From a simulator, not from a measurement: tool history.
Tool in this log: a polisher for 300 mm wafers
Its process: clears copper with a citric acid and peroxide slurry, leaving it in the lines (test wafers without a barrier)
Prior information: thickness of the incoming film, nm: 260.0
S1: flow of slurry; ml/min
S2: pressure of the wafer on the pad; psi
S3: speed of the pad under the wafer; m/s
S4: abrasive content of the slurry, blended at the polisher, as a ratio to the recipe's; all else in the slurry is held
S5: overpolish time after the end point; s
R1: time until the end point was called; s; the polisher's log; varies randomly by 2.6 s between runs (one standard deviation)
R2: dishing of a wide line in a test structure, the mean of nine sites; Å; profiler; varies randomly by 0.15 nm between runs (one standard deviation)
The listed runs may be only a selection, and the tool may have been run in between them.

{"run": 1, "day": 0.0, "S1": 285, "S2": 2.5, "S3": 0.94, "S4": 1.0, "S5": 22, "R1": 157.62, "R2": 211.0}
{"run": 2, "day": 0.071, "S1": 285, "S2": 2.2, "S3": 0.94, "S4": 1.0, "S5": 22, "R1": 181.78, "R2": 192.69}
{"run": 3, "day": 0.258, "S1": 285, "S2": 2.1, "S3": 0.92, "S4": 1.0, "S5": 19, "R1": 193.28, "R2": 163.53}
{"run": 4, "day": 0.3, "S1": 285, "S2": 2.7, "S3": 0.92, "S4": 1.0, "S5": 19, "R1": 151.78, "R2": 204.18}
{"run": 5, "day": 0.658, "S1": 280, "S2": 2.4, "S3": 0.94, "S4": 1.0, "S5": 17, "R1": 164.08, "R2": 173.8}
{"run": 6, "day": 0.988, "S1": 260, "S2": 2.2, "S3": 0.94, "S4": 0.95, "S5": 15, "R1": 185.25, "R2": 138.57}
{"run": 7, "day": 1.071, "S1": 245, "S2": 2.1, "S3": 0.94, "S4": 0.9, "S5": 14, "R1": 197.02, "R2": 132.55}
{"run": 8, "day": 1.158, "S1": 230, "S2": 1.9, "S3": 0.94, "S4": 0.95, "S5": 13, "R1": 214.03, "R2": 109.67}

Run 9 comes next. What will it give?
{"run": 9, "day": 1.379, "S1": 220, "S2": 1.8, "S3": 0.94, "S4": 0.95, "S5": 12, "R1": "?", "R2": "?"}

{"run 9": {"R1": 223.55, "R2": 97.814}}

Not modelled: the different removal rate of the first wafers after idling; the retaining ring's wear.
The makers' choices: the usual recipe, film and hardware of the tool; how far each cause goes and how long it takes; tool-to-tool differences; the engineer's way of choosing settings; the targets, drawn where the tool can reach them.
